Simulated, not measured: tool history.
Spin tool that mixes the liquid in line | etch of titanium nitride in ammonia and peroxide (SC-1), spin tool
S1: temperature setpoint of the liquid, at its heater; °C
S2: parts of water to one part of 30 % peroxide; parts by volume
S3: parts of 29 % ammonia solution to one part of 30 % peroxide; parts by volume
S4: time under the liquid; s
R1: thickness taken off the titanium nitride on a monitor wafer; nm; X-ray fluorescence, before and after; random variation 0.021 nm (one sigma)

run    day    S1    S2   S3  S4      R1
  1  0.000  52.0  19.5  0.5  95  5.4184
  2  0.196  51.0  19.5  0.5  95  5.1474
  3  0.288  51.0  17.0  0.5  95  5.4717
  4  0.625  51.0  17.0  0.7  95  5.8232
  5  0.779  44.0  17.0  0.7  95  3.5615
  6  0.883  43.5  17.0  0.7  95  3.4453
  7  1.233  43.0  17.0  0.7  95  3.3261

Forecast run 8:
  8  1.529  42.0  17.0  0.7  95   ?

{"run 8": {"R1": 3.0746}}
